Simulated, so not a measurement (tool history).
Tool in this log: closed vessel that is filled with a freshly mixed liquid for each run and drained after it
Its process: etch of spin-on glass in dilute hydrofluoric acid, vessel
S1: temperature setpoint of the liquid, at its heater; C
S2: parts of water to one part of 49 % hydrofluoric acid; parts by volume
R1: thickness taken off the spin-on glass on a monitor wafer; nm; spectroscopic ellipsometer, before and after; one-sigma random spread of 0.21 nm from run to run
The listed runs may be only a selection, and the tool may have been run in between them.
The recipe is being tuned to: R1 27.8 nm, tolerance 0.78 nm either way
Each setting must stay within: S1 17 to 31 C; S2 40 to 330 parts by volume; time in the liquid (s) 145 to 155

run 1 hour=0 | S1=23 S2=185 time_in_the_liquid_(s)=145 | R1=33.453
run 2 hour=1.6 | S1=22 S2=185 time_in_the_liquid_(s)=145 | R1=32.356
run 3 hour=9.2 | S1=22 S2=120 time_in_the_liquid_(s)=145 | R1=52.515
run 4 hour=10.8 | S1=23 S2=120 time_in_the_liquid_(s)=145 | R1=54.879
run 5 hour=14.6 | S1=23 S2=120 time_in_the_liquid_(s)=155 | R1=59.025
run 6 hour=15.4 | S1=22 S2=140 time_in_the_liquid_(s)=155 | R1=46.757
run 7 hour=22.3 | S1=22 S2=140 time_in_the_liquid_(s)=155 | R1=48.408
run 8 hour=24.2 | S1=21 S2=150 time_in_the_liquid_(s)=155 | R1=42.165
run 9 hour=28.3 | S1=20 S2=155 time_in_the_liquid_(s)=155 | R1=39.111
run 10 hour=35.4 | S1=17 S2=195 time_in_the_liquid_(s)=155 | R1=26.374
run 11 hour=40.6 | S1=17.5 S2=195 time_in_the_liquid_(s)=155 | R1=26.788
run 12 hour=48.8 | S1=17.5 S2=195 time_in_the_liquid_(s)=155 | R1=27.104
run 13 hour=54.6 | S1=17.5 S2=195 time_in_the_liquid_(s)=155 | R1=27.164

Exactly one of the 4 candidate moves below puts every result within its allowed miss. Which one?
run A hour=60.4 | S1=17 S2=200 time_in_the_liquid_(s)=155 | R1=?
run B hour=60.4 | S1=17.5 S2=200 time_in_the_liquid_(s)=155 | R1=?
run C hour=60.4 | S1=21.5 S2=230 time_in_the_liquid_(s)=155 | R1=?
run D hour=60.4 | S1=19 S2=190 time_in_the_liquid_(s)=145 | R1=?

move=A R1=25.504
move=B R1=26.016
move=C R1=25.643
move=D R1=27.44
A: further off than the last run
B: further off than the last run
C: further off than the last run
D: each result inside its tolerance
Go with D: it meets all targets.
